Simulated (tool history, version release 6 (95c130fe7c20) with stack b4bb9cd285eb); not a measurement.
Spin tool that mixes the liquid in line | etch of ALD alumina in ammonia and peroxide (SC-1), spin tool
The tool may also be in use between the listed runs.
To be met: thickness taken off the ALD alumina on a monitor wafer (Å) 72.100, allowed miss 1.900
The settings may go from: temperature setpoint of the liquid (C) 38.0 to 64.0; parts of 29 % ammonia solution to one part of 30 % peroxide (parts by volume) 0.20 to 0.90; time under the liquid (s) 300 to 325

run,hour,temperature setpoint of the liquid (C),parts of 29 % ammonia solution to one part of 30 % peroxide (parts by volume),time under the liquid (s),thickness taken off the ALD alumina on a monitor wafer (Å)
1,0.0,48.0,0.50,300,83.416
2,0.9,48.0,0.50,325,91.195
3,6.7,46.5,0.50,325,83.734
4,8.6,46.5,0.50,300,76.689
5,15.1,53.0,0.50,300,110.370
6,15.9,53.0,0.65,300,111.680
7,17.3,50.5,0.65,300,97.376
8,19.7,48.5,0.65,300,88.429
9,25.6,47.0,0.65,300,81.097
10,34.1,46.5,0.65,300,78.705
11,39.1,46.0,0.65,300,77.151

Which of these 4 next moves meets every target?
A,44.1,47.5,0.75,310,?
B,44.1,45.5,0.70,325,?
C,44.1,45.0,0.60,300,?
D,44.1,44.0,0.65,300,?

move,thickness taken off the ALD alumina on a monitor wafer (Å)
A,88.027
B,81.912
C,72.421
D,68.922
A: further off than the last run
B: further off than the last run
C: meets every target
D: takes the result that was furthest off past its target
Answer: C
